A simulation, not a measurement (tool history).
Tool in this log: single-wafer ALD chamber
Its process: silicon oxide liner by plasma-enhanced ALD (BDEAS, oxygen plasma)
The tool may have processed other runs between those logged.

run	hour	heater temperature setpoint (°C)	number of ALD cycles (cycles)	mean film thickness on the monitor wafer (angstrom)
1	0	315	47	43.911
2	1	315	44	40.889
3	2.4	315	47	43.57
4	4.8	315	49	45.519
5	10.2	315	51	48.097
6	16.8	315	47	43.853
7	18.2	315	49	46.036
8	25.5	315	49	45.667

What will run 9 give?
9	34	315	51	?

{"run 9": {"mean film thickness on the monitor wafer (angstrom)": 47.992}}

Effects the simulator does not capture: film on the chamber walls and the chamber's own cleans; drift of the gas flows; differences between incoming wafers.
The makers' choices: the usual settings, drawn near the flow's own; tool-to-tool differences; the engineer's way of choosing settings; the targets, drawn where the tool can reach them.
